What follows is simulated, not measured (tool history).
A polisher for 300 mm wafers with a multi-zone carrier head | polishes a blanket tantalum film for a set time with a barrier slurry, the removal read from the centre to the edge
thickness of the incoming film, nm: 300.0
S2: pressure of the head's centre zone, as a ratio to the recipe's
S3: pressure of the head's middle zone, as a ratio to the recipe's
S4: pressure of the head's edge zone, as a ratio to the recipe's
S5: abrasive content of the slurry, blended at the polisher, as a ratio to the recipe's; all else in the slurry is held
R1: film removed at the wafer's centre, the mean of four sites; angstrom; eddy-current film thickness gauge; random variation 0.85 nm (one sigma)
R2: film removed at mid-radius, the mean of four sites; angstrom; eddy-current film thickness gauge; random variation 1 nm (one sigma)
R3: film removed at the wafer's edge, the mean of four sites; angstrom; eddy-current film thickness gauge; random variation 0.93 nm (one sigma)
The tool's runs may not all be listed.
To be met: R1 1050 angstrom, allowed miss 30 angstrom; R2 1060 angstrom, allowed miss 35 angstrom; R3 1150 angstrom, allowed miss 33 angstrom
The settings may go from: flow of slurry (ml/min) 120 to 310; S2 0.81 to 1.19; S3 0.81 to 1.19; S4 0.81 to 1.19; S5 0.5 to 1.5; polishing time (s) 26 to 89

Run 1, hour 0: flow of slurry (ml/min) 200, S2 1, S3 1, S4 1, S5 1, polishing time (s) 57. Result: R1 934.72 angstrom, R2 878.24 angstrom, R3 885.77 angstrom.
Run 2, hour 8.1: flow of slurry (ml/min) 200, S2 1, S3 1, S4 1.04, S5 1, polishing time (s) 57. Result: R1 950.45 angstrom, R2 876.61 angstrom, R3 900.55 angstrom.
Run 3, hour 16.7: flow of slurry (ml/min) 210, S2 0.96, S3 1, S4 1.08, S5 1.15, polishing time (s) 57. Result: R1 938.13 angstrom, R2 906.78 angstrom, R3 954.35 angstrom.
Run 4, hour 23.5: flow of slurry (ml/min) 220, S2 0.95, S3 1.01, S4 1.11, S5 1.25, polishing time (s) 58. Result: R1 995.72 angstrom, R2 953.6 angstrom, R3 1006.5 angstrom.
Run 5, hour 27.3: flow of slurry (ml/min) 220, S2 0.95, S3 1.01, S4 1.11, S5 1.25, polishing time (s) 52. Result: R1 882.67 angstrom, R2 849.38 angstrom, R3 897.56 angstrom.
Run 6, hour 32.7: flow of slurry (ml/min) 220, S2 0.95, S3 1.01, S4 1.11, S5 1.25, polishing time (s) 46. Result: R1 774.53 angstrom, R2 747.3 angstrom, R3 797.34 angstrom.
Run 7, hour 34.1: flow of slurry (ml/min) 205, S2 0.93, S3 1.01, S4 1.12, S5 1.35, polishing time (s) 51. Result: R1 860.1 angstrom, R2 862.3 angstrom, R3 899.55 angstrom.
Run 8, hour 40: flow of slurry (ml/min) 210, S2 0.92, S3 1.01, S4 1.14, S5 1.4, polishing time (s) 54. Result: R1 902.82 angstrom, R2 922.1 angstrom, R3 968.67 angstrom.
Run 9, hour 42.1: flow of slurry (ml/min) 220, S2 0.92, S3 1.01, S4 1.16, S5 1.45, polishing time (s) 56. Result: R1 947.58 angstrom, R2 960.05 angstrom, R3 1030.4 angstrom.
Run 10, hour 45.4: flow of slurry (ml/min) 225, S2 0.92, S3 1.01, S4 1.17, S5 1.45, polishing time (s) 57. Result: R1 982.66 angstrom, R2 989.1 angstrom, R3 1059.3 angstrom.
Run 11, hour 47: flow of slurry (ml/min) 235, S2 0.91, S3 1.01, S4 1.18, S5 1.45, polishing time (s) 58. Result: R1 987.44 angstrom, R2 988.49 angstrom, R3 1079.9 angstrom.
Run 12, hour 53.7: flow of slurry (ml/min) 240, S2 0.91, S3 1.01, S4 1.18, S5 1.45, polishing time (s) 59. Result: R1 987.88 angstrom, R2 1041.3 angstrom, R3 1113.4 angstrom.
Run 13, hour 58.6: flow of slurry (ml/min) 245, S2 0.92, S3 1.01, S4 1.18, S5 1.45, polishing time (s) 59. Result: R1 1017.8 angstrom, R2 1029.8 angstrom, R3 1101.5 angstrom.

5 next moves are on the table. One of them brings every result within its allowed miss. Which?
Run A, hour 63.5: flow of slurry (ml/min) 250, S2 0.88, S3 0.98, S4 1.15, S5 1.3, polishing time (s) 64. Result: R1 ?, R2 ?, R3 ?.
Run B, hour 63.5: flow of slurry (ml/min) 280, S2 0.98, S3 0.98, S4 1.04, S5 1.5, polishing time (s) 62. Result: R1 ?, R2 ?, R3 ?.
Run C, hour 63.5: flow of slurry (ml/min) 215, S2 0.83, S3 0.96, S4 1.12, S5 1.4, polishing time (s) 63. Result: R1 ?, R2 ?, R3 ?.
Run D, hour 63.5: flow of slurry (ml/min) 250, S2 1.02, S3 0.95, S4 1.12, S5 1.5, polishing time (s) 59. Result: R1 ?, R2 ?, R3 ?.
Run E, hour 63.5: flow of slurry (ml/min) 245, S2 1.04, S3 0.94, S4 1.17, S5 1.4, polishing time (s) 60. Result: R1 ?, R2 ?, R3 ?.

move      R1      R2      R3
   A  1047.7  1055.6  1155.1
   B  1156.4    1067  1107.1
   C  982.94  1021.7  1126.9
   D  1122.5   977.8  1084.6
   E  1140.1  968.96  1109.9
A: meets every target
B: further off than the last run
C: brings the result that was furthest off to its target, and leaves another outside
D: further off than the last run
E: further off than the last run
Move A is the one to make.
